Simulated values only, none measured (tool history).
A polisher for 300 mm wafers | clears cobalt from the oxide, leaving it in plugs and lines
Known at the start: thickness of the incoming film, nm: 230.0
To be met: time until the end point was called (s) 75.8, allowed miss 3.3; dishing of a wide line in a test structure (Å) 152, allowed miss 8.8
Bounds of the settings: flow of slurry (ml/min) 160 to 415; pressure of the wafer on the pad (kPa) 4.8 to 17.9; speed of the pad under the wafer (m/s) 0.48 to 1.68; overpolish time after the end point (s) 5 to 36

run	day	flow of slurry (ml/min)	pressure of the wafer on the pad (kPa)	speed of the pad under the wafer (m/s)	overpolish time after the end point (s)	time until the end point was called (s)	dishing of a wide line in a test structure (Å)
1	0	265	11	1.08	18	67.696	359.89
2	0.05	330	11	1.08	18	63.445	370.02
3	0.246	345	10.3	1.08	16	68.221	325.38
4	0.312	345	10.3	1.08	12	68.227	276.14
5	0.529	345	10.3	1.34	12	59.241	302.36
6	0.9	355	9.7	1.36	11	62.934	274.75
7	1.004	365	9	1.42	10	63.999	257.28
8	1.333	375	8.3	1.46	9	67.757	230.38
9	1.696	375	8.3	1.46	9	67.919	232.97
10	1.921	380	7.6	1.5	8	72.546	197.41
11	1.975	385	7.6	1.52	8	70.019	205.92
12	2.012	390	7.6	1.54	8	70.787	202.44
13	2.312	395	7.6	1.56	8	69.471	202.07
14	2.525	400	7.6	1.58	8	68.392	206.47
15	2.571	400	7.6	1.6	8	67.553	206.96
16	2.608	400	7.6	1.62	8	67.212	203.66
17	2.796	380	4.8	1.68	5	101.1	101.24
18	2.917	385	4.8	1.68	5	100.85	98.539
19	3.242	390	4.8	1.68	5	101.45	99.873
20	3.267	395	4.8	1.68	5	102.06	100.44
21	3.642	405	6.2	1.68	5	80.369	123.13
22	3.675	405	6.2	1.66	5	81.677	121.37
23	3.954	400	6.2	1.66	5	81.51	122.77
# day 4.304: slurry nozzle cleaned
24	4.304	400	6.2	1.64	5	79.263	125.47

4 next moves are on the table. One of them brings every result within its allowed miss. Which?
A	4.654	415	6.2	1.68	5	?	?
B	4.654	380	6.9	1.52	7	?	?
C	4.654	310	7.6	1.36	6	?	?
D	4.654	355	5.5	1.68	6	?	?

move	time until the end point was called (s)	dishing of a wide line in a test structure (Å)
A	77.27	128.39
B	75.918	172.6
C	76.556	151.04
D	87.35	135.19
A: nearer than the last run, and not there yet
B: takes the result that was furthest off past its target
C: meets every target
D: further off than the last run
Move C is the one to make.

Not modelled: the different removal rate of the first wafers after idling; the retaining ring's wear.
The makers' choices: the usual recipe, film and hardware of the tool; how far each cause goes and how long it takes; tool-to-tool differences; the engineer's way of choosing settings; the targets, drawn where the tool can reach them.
